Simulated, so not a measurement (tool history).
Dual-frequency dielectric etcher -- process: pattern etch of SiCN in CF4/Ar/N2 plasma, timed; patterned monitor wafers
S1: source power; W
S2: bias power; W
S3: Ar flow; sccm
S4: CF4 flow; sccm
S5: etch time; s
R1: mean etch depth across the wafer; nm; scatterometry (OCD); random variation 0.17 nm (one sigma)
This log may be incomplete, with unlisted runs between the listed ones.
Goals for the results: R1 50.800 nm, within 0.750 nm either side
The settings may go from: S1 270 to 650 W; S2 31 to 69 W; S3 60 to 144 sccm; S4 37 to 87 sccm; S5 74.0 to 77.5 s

| run | hour | S1 | S2 | S3 | S4 | S5 | R1 |
|---|---|---|---|---|---|---|---|
| 1 | 0.0 | 460 | 50 | 102 | 62 | 74.0 | 60.766 |
| 2 | 2.7 | 460 | 50 | 102 | 62 | 74.0 | 60.686 |
| 3 | 5.5 | 440 | 50 | 102 | 62 | 74.0 | 57.715 |
| 4 | 6.6 | 440 | 46 | 102 | 62 | 74.0 | 55.919 |
| 5 | 11.2 | 430 | 46 | 102 | 62 | 74.0 | 54.573 |
| 6 | 13.6 | 420 | 46 | 102 | 62 | 74.0 | 53.423 |
| 7 | 21.0 | 420 | 46 | 102 | 62 | 74.0 | 53.410 |
| 8 | 26.1 | 410 | 46 | 102 | 62 | 74.0 | 51.826 |

Exercise: of the 5 proposed moves below, exactly one satisfies all targets within the stated allowed misses. Which move is it?
| A | 31.2 | 410 | 47 | 92 | 52 | 74.5 | ? |
| B | 31.2 | 410 | 41 | 107 | 74 | 77.5 | ? |
| C | 31.2 | 400 | 49 | 102 | 64 | 76.5 | ? |
| D | 31.2 | 400 | 43 | 109 | 62 | 77.0 | ? |
| E | 31.2 | 430 | 48 | 97 | 47 | 74.0 | ? |

| move | R1 |
|---|---|
| A | 52.692 |
| B | 53.097 |
| C | 53.998 |
| D | 50.634 |
| E | 54.023 |
A: the biggest miss grows against the last run
B: the biggest miss grows against the last run
C: the biggest miss grows against the last run
D: all results in spec
E: the biggest miss grows against the last run
Correct choice: D, which meets every target

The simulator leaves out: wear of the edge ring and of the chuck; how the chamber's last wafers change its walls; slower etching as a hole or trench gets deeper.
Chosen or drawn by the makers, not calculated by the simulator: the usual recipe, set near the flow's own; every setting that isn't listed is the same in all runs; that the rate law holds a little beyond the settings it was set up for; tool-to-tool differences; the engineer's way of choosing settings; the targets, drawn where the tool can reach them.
